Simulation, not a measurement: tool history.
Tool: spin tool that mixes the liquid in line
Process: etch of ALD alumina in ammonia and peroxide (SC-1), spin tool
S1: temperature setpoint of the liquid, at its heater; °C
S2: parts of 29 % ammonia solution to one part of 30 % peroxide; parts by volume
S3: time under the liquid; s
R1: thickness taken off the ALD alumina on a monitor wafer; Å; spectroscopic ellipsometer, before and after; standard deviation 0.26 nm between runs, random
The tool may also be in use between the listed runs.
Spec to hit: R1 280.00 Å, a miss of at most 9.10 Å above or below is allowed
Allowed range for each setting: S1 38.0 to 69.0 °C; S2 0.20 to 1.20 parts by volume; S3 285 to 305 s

Run 1, hour 0.0: S1 53.0 °C, S2 0.70 parts by volume, S3 285 s. Result: R1 222.11 Å.
Run 2, hour 3.4: S1 53.5 °C, S2 0.70 parts by volume, S3 285 s. Result: R1 229.80 Å.
Run 3, hour 8.2: S1 53.5 °C, S2 0.70 parts by volume, S3 285 s. Result: R1 230.13 Å.
Run 4, hour 16.5: S1 50.0 °C, S2 0.70 parts by volume, S3 285 s. Result: R1 189.97 Å.
Run 5, hour 24.0: S1 51.0 °C, S2 0.70 parts by volume, S3 285 s. Result: R1 200.96 Å.
Run 6, hour 31.7: S1 52.0 °C, S2 0.70 parts by volume, S3 285 s. Result: R1 211.65 Å.
Run 7, hour 40.6: S1 53.0 °C, S2 0.70 parts by volume, S3 285 s. Result: R1 221.50 Å.
Run 8, hour 45.7: S1 53.5 °C, S2 0.70 parts by volume, S3 285 s. Result: R1 230.87 Å.
Run 9, hour 48.2: S1 54.0 °C, S2 0.70 parts by volume, S3 285 s. Result: R1 240.99 Å.
Run 10, hour 50.7: S1 54.5 °C, S2 0.70 parts by volume, S3 285 s. Result: R1 246.04 Å.
Run 11, hour 55.0: S1 55.0 °C, S2 0.70 parts by volume, S3 285 s. Result: R1 243.60 Å.
Run 12, hour 55.8: S1 55.5 °C, S2 0.70 parts by volume, S3 285 s. Result: R1 252.88 Å.
Run 13, hour 56.4: S1 56.0 °C, S2 0.70 parts by volume, S3 285 s. Result: R1 259.04 Å.
Run 14, hour 61.7: S1 56.5 °C, S2 0.70 parts by volume, S3 285 s. Result: R1 270.17 Å.

Which one of the following 5 next-run settings gets every result inside its allowed miss? There is exactly one.
Run A, hour 67.0: S1 57.5 °C, S2 0.70 parts by volume, S3 285 s. Result: R1 ?.
Run B, hour 67.0: S1 56.0 °C, S2 0.70 parts by volume, S3 285 s. Result: R1 ?.
Run C, hour 67.0: S1 55.5 °C, S2 0.90 parts by volume, S3 285 s. Result: R1 ?.
Run D, hour 67.0: S1 56.0 °C, S2 0.65 parts by volume, S3 285 s. Result: R1 ?.
Run E, hour 67.0: S1 54.0 °C, S2 0.70 parts by volume, S3 305 s. Result: R1 ?.

move      R1
   A  284.51
   B  262.97
   C  262.29
   D  261.13
   E  253.06
A: all results land within tolerance of their targets
B: its largest miss is bigger than the last run's
C: its largest miss is bigger than the last run's
D: its largest miss is bigger than the last run's
E: its largest miss is bigger than the last run's
A meets every target.
